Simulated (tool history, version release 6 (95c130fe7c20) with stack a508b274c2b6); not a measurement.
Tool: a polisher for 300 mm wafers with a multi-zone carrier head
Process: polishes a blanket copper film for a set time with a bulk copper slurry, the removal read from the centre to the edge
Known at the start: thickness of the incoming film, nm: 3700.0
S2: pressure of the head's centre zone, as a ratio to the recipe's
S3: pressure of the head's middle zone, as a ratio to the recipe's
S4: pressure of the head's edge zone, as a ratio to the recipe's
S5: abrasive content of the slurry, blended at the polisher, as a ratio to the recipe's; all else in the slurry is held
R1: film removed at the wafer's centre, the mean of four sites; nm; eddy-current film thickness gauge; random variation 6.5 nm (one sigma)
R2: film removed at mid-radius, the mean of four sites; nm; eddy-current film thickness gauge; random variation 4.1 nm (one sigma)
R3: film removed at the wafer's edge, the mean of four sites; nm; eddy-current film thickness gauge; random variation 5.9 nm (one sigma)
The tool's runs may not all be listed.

run 1 day=0.000 | flow_of_slurry_(ml/min)=190 S2=1.00 S3=1.00 S4=1.00 S5=1.00 polishing_time_(s)=36 | R1=595.49 R2=599.63 R3=604.23
run 2 day=0.233 | flow_of_slurry_(ml/min)=205 S2=1.05 S3=1.00 S4=1.03 S5=1.05 polishing_time_(s)=36 | R1=644.04 R2=604.43 R3=627.11
run 3 day=0.550 | flow_of_slurry_(ml/min)=205 S2=1.05 S3=1.00 S4=1.09 S5=1.05 polishing_time_(s)=36 | R1=647.33 R2=610.32 R3=648.32
run 4 day=0.721 | flow_of_slurry_(ml/min)=220 S2=1.08 S3=1.01 S4=1.10 S5=1.05 polishing_time_(s)=36 | R1=664.13 R2=618.39 R3=655.67
run 5 day=0.958 | flow_of_slurry_(ml/min)=220 S2=1.08 S3=1.01 S4=1.10 S5=1.15 polishing_time_(s)=36 | R1=679.92 R2=630.38 R3=656.32
run 6 day=1.146 | flow_of_slurry_(ml/min)=230 S2=1.11 S3=1.01 S4=1.11 S5=1.20 polishing_time_(s)=36 | R1=700.50 R2=642.56 R3=669.92
run 7 day=1.217 | flow_of_slurry_(ml/min)=235 S2=1.13 S3=0.99 S4=1.10 S5=1.25 polishing_time_(s)=36 | R1=722.90 R2=640.44 R3=677.31
run 8 day=1.412 | flow_of_slurry_(ml/min)=240 S2=1.14 S3=0.98 S4=1.08 S5=1.30 polishing_time_(s)=36 | R1=748.35 R2=641.03 R3=690.51
run 9 day=1.579 | flow_of_slurry_(ml/min)=250 S2=1.15 S3=0.98 S4=1.07 S5=1.30 polishing_time_(s)=36 | R1=761.96 R2=636.47 R3=677.25

Run 10 comes next. What will it give?
run 10 day=1.758 | flow_of_slurry_(ml/min)=255 S2=1.16 S3=0.98 S4=1.08 S5=1.30 polishing_time_(s)=36 | R1=? R2=? R3=?

R1: 761.04 nm
R2: 648.24 nm
R3: 685.15 nm
